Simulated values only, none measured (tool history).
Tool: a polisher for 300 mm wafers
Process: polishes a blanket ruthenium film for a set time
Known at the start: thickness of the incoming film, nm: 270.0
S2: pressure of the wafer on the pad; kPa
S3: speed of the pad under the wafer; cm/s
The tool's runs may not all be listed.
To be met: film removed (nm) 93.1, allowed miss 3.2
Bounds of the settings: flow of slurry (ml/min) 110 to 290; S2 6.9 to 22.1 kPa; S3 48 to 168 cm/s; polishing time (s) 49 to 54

Run 1, hour 0: flow of slurry (ml/min) 185, S2 14.5 kPa, S3 108 cm/s, polishing time (s) 54. Result: film removed (nm) 71.331.
Run 2, hour 7.2: flow of slurry (ml/min) 160, S2 14.5 kPa, S3 108 cm/s, polishing time (s) 54. Result: film removed (nm) 70.127.
Run 3, hour 11.6: flow of slurry (ml/min) 160, S2 15.2 kPa, S3 108 cm/s, polishing time (s) 54. Result: film removed (nm) 72.708.
Run 4, hour 17.1: flow of slurry (ml/min) 160, S2 17.2 kPa, S3 108 cm/s, polishing time (s) 54. Result: film removed (nm) 83.258.
Run 5, hour 21.3: flow of slurry (ml/min) 160, S2 17.2 kPa, S3 84 cm/s, polishing time (s) 54. Result: film removed (nm) 66.681.
Run 6, hour 27.2: flow of slurry (ml/min) 160, S2 17.2 kPa, S3 84 cm/s, polishing time (s) 54. Result: film removed (nm) 65.224.
Run 7, hour 29.1: flow of slurry (ml/min) 165, S2 17.9 kPa, S3 84 cm/s, polishing time (s) 54. Result: film removed (nm) 69.487.
Run 8, hour 36.6: flow of slurry (ml/min) 170, S2 18.6 kPa, S3 84 cm/s, polishing time (s) 54. Result: film removed (nm) 71.479.
Run 9, hour 43.3: flow of slurry (ml/min) 170, S2 19.3 kPa, S3 86 cm/s, polishing time (s) 54. Result: film removed (nm) 75.013.
Run 10, hour 44.6: flow of slurry (ml/min) 170, S2 20 kPa, S3 88 cm/s, polishing time (s) 54. Result: film removed (nm) 78.377.
Run 11, hour 48.1: flow of slurry (ml/min) 170, S2 20.7 kPa, S3 90 cm/s, polishing time (s) 54. Result: film removed (nm) 84.07.
Run 12, hour 50.4: flow of slurry (ml/min) 170, S2 21.4 kPa, S3 92 cm/s, polishing time (s) 54. Result: film removed (nm) 87.268.

4 next moves are on the table. One of them brings every result within its allowed miss. Which?
Run A, hour 52.7: flow of slurry (ml/min) 185, S2 22.1 kPa, S3 92 cm/s, polishing time (s) 54. Result: film removed (nm) ?.
Run B, hour 52.7: flow of slurry (ml/min) 205, S2 17.9 kPa, S3 100 cm/s, polishing time (s) 52. Result: film removed (nm) ?.
Run C, hour 52.7: flow of slurry (ml/min) 165, S2 21.4 kPa, S3 94 cm/s, polishing time (s) 49. Result: film removed (nm) ?.
Run D, hour 52.7: flow of slurry (ml/min) 175, S2 22.1 kPa, S3 82 cm/s, polishing time (s) 51. Result: film removed (nm) ?.

move  film removed (nm)
   A             92.448
   B             79.847
   C             81.641
   D             77.536
A: meets every target
B: further off than the last run
C: further off than the last run
D: further off than the last run
The right move is A.

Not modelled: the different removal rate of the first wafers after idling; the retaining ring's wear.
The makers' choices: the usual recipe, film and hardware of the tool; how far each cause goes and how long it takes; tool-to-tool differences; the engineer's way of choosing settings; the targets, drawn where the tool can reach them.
